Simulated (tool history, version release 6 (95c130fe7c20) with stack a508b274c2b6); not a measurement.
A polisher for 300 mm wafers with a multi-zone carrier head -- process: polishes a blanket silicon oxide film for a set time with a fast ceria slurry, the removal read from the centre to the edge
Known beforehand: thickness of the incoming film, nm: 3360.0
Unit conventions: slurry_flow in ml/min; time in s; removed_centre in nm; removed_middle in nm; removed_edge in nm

Run 1, hour 0: slurry_flow 220 ml/min, centre_zone 1, middle_zone 1, edge_zone 1, time 58 s. Result: removed_centre 1096.2 nm, removed_middle 1081.4 nm, removed_edge 1117.3 nm.
Run 2, hour 8.4: slurry_flow 220 ml/min, centre_zone 1.07, middle_zone 1, edge_zone 1, time 58 s. Result: removed_centre 1145.5 nm, removed_middle 1083.2 nm, removed_edge 1097.5 nm.
Run 3, hour 11.2: slurry_flow 220 ml/min, centre_zone 1, middle_zone 1, edge_zone 1, time 58 s. Result: removed_centre 1079.7 nm, removed_middle 1077.4 nm, removed_edge 1107 nm.
Run 4, hour 19.5: slurry_flow 240 ml/min, centre_zone 1.06, middle_zone 1.05, edge_zone 1.02, time 61 s. Result: removed_centre 1187.8 nm, removed_middle 1177.2 nm, removed_edge 1183.9 nm.
Run 5, hour 21.1: slurry_flow 245 ml/min, centre_zone 1.1, middle_zone 1.08, edge_zone 0.99, time 65 s. Result: removed_centre 1303.5 nm, removed_middle 1313.6 nm, removed_edge 1262.8 nm.
Run 6, hour 30: slurry_flow 245 ml/min, centre_zone 1.1, middle_zone 1.08, edge_zone 1.07, time 65 s. Result: removed_centre 1324.2 nm, removed_middle 1310.7 nm, removed_edge 1305.8 nm.

Expected results for the next run?
Run 7, hour 36.6: slurry_flow 250 ml/min, centre_zone 1.13, middle_zone 1.09, edge_zone 1.01, time 67 s. Result: removed_centre ?, removed_middle ?, removed_edge ?.

Run 7 came out at removed_centre 1370.2 nm, removed_middle 1345.2 nm, removed_edge 1290.8 nm.

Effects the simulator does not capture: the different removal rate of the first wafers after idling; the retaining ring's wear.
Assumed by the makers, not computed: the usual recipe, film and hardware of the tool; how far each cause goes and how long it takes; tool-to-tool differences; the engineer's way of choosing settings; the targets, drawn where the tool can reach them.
